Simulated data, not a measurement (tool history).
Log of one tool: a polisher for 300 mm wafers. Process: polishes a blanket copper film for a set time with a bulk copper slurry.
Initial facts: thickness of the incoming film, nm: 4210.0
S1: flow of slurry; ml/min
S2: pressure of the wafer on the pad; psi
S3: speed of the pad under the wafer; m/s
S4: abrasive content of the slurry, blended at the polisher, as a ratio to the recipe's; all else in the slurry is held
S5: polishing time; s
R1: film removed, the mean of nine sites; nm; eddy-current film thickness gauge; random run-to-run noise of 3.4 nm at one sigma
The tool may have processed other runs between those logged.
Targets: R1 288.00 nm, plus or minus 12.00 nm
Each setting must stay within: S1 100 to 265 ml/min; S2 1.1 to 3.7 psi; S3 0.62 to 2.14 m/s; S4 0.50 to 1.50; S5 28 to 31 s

run	hour	S1	S2	S3	S4	S5	R1
1	0.0	170	2.4	1.38	1.00	31	389.87
2	5.7	170	2.2	1.38	1.00	31	349.25
3	8.5	195	2.2	1.38	1.00	31	367.82
4	9.0	195	2.2	1.38	1.10	31	374.44
5	16.2	195	2.2	1.38	1.10	31	372.13
6	22.4	185	2.1	1.38	1.10	31	346.96
7	29.5	175	2.0	1.38	1.10	31	334.37
8	34.1	170	1.9	1.38	1.10	31	323.34
9	37.7	170	1.8	1.38	1.10	31	302.42

Exercise: of the 4 proposed moves below, exactly one satisfies all targets within the stated allowed misses. Which move is it?
A	41.3	185	1.5	1.68	1.10	31	?
B	41.3	190	1.8	1.28	1.20	31	?
C	41.3	175	2.0	1.34	1.20	30	?
D	41.3	150	1.4	1.74	1.35	31	?

move	R1
A	312.24
B	287.41
C	315.87
D	304.53
A: lands further from the targets than the last run did
B: all results in spec
C: lands further from the targets than the last run did
D: lands further from the targets than the last run did
The move that meets every target is B.
